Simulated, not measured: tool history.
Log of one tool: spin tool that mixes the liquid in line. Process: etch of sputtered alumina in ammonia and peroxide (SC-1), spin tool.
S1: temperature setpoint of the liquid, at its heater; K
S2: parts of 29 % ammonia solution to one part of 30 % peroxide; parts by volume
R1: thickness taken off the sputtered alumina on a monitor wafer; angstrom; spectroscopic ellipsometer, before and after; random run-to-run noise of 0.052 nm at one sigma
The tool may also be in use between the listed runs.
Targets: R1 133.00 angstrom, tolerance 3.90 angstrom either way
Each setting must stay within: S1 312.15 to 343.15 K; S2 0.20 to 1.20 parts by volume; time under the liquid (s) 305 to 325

run 1 day=0.000 | S1=328.15 S2=0.75 time_under_the_liquid_(s)=305 | R1=171.43
run 2 day=0.267 | S1=324.65 S2=0.75 time_under_the_liquid_(s)=305 | R1=143.25
run 3 day=0.408 | S1=324.65 S2=0.75 time_under_the_liquid_(s)=325 | R1=152.20
run 4 day=0.562 | S1=321.15 S2=0.75 time_under_the_liquid_(s)=325 | R1=124.53
run 5 day=0.658 | S1=321.15 S2=0.75 time_under_the_liquid_(s)=325 | R1=125.19
run 6 day=0.829 | S1=321.15 S2=0.75 time_under_the_liquid_(s)=305 | R1=116.91
run 7 day=1.167 | S1=321.65 S2=0.75 time_under_the_liquid_(s)=305 | R1=120.82
run 8 day=1.204 | S1=322.15 S2=0.75 time_under_the_liquid_(s)=305 | R1=124.15
run 9 day=1.262 | S1=322.15 S2=0.75 time_under_the_liquid_(s)=305 | R1=123.97
run 10 day=1.421 | S1=322.15 S2=0.75 time_under_the_liquid_(s)=305 | R1=124.10

Pick the move, out of 5, that brings all results within their allowed miss; only one does.
run A day=1.579 | S1=321.15 S2=0.70 time_under_the_liquid_(s)=305 | R1=?
run B day=1.579 | S1=319.15 S2=0.80 time_under_the_liquid_(s)=325 | R1=?
run C day=1.579 | S1=320.65 S2=0.75 time_under_the_liquid_(s)=305 | R1=?
run D day=1.579 | S1=319.65 S2=1.20 time_under_the_liquid_(s)=325 | R1=?
run E day=1.579 | S1=322.15 S2=0.80 time_under_the_liquid_(s)=325 | R1=?

move=A R1=117.19
move=B R1=113.04
move=C R1=114.72
move=D R1=120.86
move=E R1=133.70
A: moves away from the targets compared with the last run
B: moves away from the targets compared with the last run
C: moves away from the targets compared with the last run
D: moves away from the targets compared with the last run
E: each result inside its tolerance
The right move is E.

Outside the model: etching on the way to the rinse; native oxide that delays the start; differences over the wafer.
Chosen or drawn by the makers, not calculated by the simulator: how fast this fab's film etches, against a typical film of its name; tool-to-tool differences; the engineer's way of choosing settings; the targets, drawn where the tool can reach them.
